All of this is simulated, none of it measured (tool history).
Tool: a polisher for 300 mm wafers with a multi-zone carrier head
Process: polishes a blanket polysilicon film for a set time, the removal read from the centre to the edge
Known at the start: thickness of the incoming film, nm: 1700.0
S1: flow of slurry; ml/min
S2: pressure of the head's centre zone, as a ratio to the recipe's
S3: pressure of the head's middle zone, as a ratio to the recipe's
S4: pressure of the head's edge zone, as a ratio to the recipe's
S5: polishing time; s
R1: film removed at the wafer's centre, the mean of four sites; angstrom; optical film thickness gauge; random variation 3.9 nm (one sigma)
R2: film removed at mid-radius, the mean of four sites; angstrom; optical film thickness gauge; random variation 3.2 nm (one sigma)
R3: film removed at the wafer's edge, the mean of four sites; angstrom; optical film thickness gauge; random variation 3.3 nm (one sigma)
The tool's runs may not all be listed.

{"run": 1, "hour": 0.0, "S1": 265, "S2": 1.0, "S3": 1.0, "S4": 1.0, "S5": 65, "R1": 5411.1, "R2": 5053.1, "R3": 4901.0}
{"run": 2, "hour": 5.0, "S1": 260, "S2": 1.0, "S3": 0.97, "S4": 0.95, "S5": 63, "R1": 5124.7, "R2": 4712.8, "R3": 4669.0}
{"run": 3, "hour": 6.0, "S1": 260, "S2": 1.0, "S3": 0.89, "S4": 0.95, "S5": 63, "R1": 5098.7, "R2": 4452.0, "R3": 4696.9}
{"run": 4, "hour": 11.7, "S1": 260, "S2": 1.0, "S3": 0.89, "S4": 1.01, "S5": 63, "R1": 5176.3, "R2": 4426.4, "R3": 4788.8}
{"run": 5, "hour": 12.7, "S1": 260, "S2": 1.02, "S3": 0.9, "S4": 0.97, "S5": 60, "R1": 5059.5, "R2": 4325.8, "R3": 4552.7}
{"hour": 17.7, "done": "centre zone pressure recalibrated"}
{"run": 6, "hour": 17.7, "S1": 260, "S2": 1.03, "S3": 0.91, "S4": 0.93, "S5": 58, "R1": 4531.3, "R2": 4139.6, "R3": 4342.3}
{"run": 7, "hour": 24.9, "S1": 255, "S2": 1.08, "S3": 0.96, "S4": 1.01, "S5": 54, "R1": 4436.3, "R2": 4014.2, "R3": 4101.4}

The next listed run, before its measurement:
{"run": 8, "hour": 26.1, "S1": 295, "S2": 1.11, "S3": 0.95, "S4": 0.96, "S5": 54, "R1": "?", "R2": "?", "R3": "?"}

{"run 8": {"R1": 4654.7, "R2": 4087.8, "R3": 4135.9}}

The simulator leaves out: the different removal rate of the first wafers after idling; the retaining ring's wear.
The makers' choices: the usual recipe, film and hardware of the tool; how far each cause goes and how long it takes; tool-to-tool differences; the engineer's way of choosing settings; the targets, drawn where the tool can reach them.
